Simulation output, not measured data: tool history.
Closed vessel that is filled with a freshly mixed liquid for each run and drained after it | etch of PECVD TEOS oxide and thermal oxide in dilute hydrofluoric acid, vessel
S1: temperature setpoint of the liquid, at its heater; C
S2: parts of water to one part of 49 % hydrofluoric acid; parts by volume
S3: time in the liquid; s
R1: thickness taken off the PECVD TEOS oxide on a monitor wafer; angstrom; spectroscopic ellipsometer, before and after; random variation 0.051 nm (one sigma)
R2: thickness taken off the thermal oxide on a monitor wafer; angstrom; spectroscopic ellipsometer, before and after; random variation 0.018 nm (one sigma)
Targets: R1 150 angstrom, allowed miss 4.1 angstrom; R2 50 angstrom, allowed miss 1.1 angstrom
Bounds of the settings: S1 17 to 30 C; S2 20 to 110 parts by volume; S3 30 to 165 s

run 1 hour=0 | S1=22 S2=60 S3=85 | R1=176.42 R2=58.837
run 2 hour=2.5 | S1=25.5 S2=60 S3=85 | R1=204.5 R2=68.02
run 3 hour=6 | S1=25.5 S2=45 S3=85 | R1=280 R2=92.499
run 4 hour=9.6 | S1=25.5 S2=45 S3=65 | R1=213.16 R2=70.764
run 5 hour=11.7 | S1=25.5 S2=45 S3=85 | R1=277.55 R2=92.051
run 6 hour=17.7 | S1=25.5 S2=45 S3=105 | R1=342.38 R2=114.92
run 7 hour=19.1 | S1=24 S2=50 S3=105 | R1=289.02 R2=95.54
run 8 hour=21.3 | S1=20 S2=70 S3=105 | R1=170.92 R2=56.729
run 9 hour=23.3 | S1=19.5 S2=70 S3=105 | R1=166.39 R2=55.705
run 10 hour=30.2 | S1=19 S2=70 S3=105 | R1=163.28 R2=54.244

Which of these 4 next moves meets every target?
run A hour=37.1 | S1=23.5 S2=60 S3=80 | R1=? R2=?
run B hour=37.1 | S1=21 S2=80 S3=125 | R1=? R2=?
run C hour=37.1 | S1=21 S2=80 S3=120 | R1=? R2=?
run D hour=37.1 | S1=21 S2=95 S3=125 | R1=? R2=?

move=A R1=176.81 R2=59.083
move=B R1=182.24 R2=60.895
move=C R1=174.95 R2=58.459
move=D R1=150.68 R2=50.35
A: further off than the last run
B: further off than the last run
C: further off than the last run
D: meets every target
The right move is D.
